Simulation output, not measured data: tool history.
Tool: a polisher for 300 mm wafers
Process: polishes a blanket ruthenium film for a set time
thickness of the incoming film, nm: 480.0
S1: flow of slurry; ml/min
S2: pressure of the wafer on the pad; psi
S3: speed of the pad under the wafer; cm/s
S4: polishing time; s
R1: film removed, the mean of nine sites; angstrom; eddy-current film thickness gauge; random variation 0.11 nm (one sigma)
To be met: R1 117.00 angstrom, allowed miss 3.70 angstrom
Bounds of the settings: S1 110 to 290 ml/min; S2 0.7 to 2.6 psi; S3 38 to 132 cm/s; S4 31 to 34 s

run 1 hour=0.0 | S1=185 S2=1.6 S3=84 S4=34 | R1=292.79
run 2 hour=6.2 | S1=180 S2=1.3 S3=74 S4=34 | R1=217.40
run 3 hour=6.8 | S1=180 S2=1.6 S3=74 S4=34 | R1=257.10
run 4 hour=12.1 | S1=180 S2=1.6 S3=56 S4=34 | R1=194.40
run 5 hour=18.8 | S1=180 S2=1.6 S3=64 S4=34 | R1=224.47
run 6 hour=25.4 | S1=180 S2=1.8 S3=64 S4=34 | R1=243.37
run 7 hour=31.9 | S1=175 S2=1.4 S3=60 S4=34 | R1=184.46
run 8 hour=38.5 | S1=165 S2=0.9 S3=56 S4=34 | R1=128.07
run 9 hour=43.8 | S1=160 S2=0.9 S3=56 S4=34 | R1=124.04
run 10 hour=45.6 | S1=150 S2=0.9 S3=56 S4=34 | R1=125.04
run 11 hour=53.0 | S1=145 S2=0.9 S3=56 S4=34 | R1=127.40

4 next moves are on the table. One of them brings every result within its allowed miss. Which?
run A hour=60.4 | S1=160 S2=0.8 S3=64 S4=34 | R1=?
run B hour=60.4 | S1=155 S2=0.9 S3=60 S4=34 | R1=?
run C hour=60.4 | S1=155 S2=0.8 S3=62 S4=31 | R1=?
run D hour=60.4 | S1=140 S2=0.8 S3=68 S4=34 | R1=?

move=A R1=135.53
move=B R1=136.58
move=C R1=119.21
move=D R1=140.25
A: further off than the last run
B: further off than the last run
C: meets every target
D: further off than the last run
Move C is the one to make.
